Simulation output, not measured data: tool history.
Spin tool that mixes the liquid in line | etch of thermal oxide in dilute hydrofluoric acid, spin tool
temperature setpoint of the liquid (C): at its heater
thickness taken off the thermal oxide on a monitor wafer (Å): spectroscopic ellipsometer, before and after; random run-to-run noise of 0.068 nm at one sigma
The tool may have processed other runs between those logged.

run	day	temperature setpoint of the liquid (C)	parts of water to one part of 49 % hydrofluoric acid (parts by volume)	time under the liquid (s)	thickness taken off the thermal oxide on a monitor wafer (Å)
1	0	21	80	70	37.339
2	0.092	23.5	70	70	47.451
3	0.367	23.5	55	70	60.705
4	0.467	21	55	70	55.728
5	0.588	21	55	45	35.542
6	0.946	21	55	45	36.241
7	1	25	25	45	97.852
8	1.354	24	25	45	93.292
9	1.704	23	25	45	89.849
10	1.85	19	30	45	62.175

Run 11 has not been measured yet. What should we expect?
11	2.054	19.5	30	45	?

thickness taken off the thermal oxide on a monitor wafer (Å): 62.864
